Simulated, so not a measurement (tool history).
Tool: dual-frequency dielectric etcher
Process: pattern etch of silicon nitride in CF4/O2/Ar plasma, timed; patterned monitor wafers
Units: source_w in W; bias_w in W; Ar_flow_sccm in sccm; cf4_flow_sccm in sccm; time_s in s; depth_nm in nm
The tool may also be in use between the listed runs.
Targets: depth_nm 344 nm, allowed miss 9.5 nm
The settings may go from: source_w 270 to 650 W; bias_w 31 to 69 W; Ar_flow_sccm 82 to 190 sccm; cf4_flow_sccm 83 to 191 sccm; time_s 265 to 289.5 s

run    day  source_w  bias_w  Ar_flow_sccm  cf4_flow_sccm  time_s  depth_nm
  1      0       460      50           136            137   289.5    473.08
  2    0.1       430      50           136            137   289.5    445.43
  3  0.417       430      50           136            137   289.5    439.15
  4  0.671       430      46           136            137   289.5    431.41
  5  0.925       430      46           136            137     265    394.36
  6  0.958       420      46           136            137     265    383.92
  7  1.042       410      46           136            137     265    377.52
  8  1.342       400      46           136            137     265    372.94
  9  1.475       390      46           136            137     265    361.83

Which of these 5 next moves meets every target?
  A  1.608       410      46           133            126   276.5         ?
  B  1.608       380      45           135            137     272         ?
  C  1.608       380      46           134            120     285         ?
  D  1.608       360      44           149            121   284.5         ?
  E  1.608       400      48           139            112     268         ?

move  depth_nm
   A    387.08
   B    358.49
   C    370.26
   D    344.21
   E    363.34
A: further off than the last run
B: nearer than the last run, and not there yet
C: further off than the last run
D: meets every target
E: further off than the last run
Move D is the one to make.

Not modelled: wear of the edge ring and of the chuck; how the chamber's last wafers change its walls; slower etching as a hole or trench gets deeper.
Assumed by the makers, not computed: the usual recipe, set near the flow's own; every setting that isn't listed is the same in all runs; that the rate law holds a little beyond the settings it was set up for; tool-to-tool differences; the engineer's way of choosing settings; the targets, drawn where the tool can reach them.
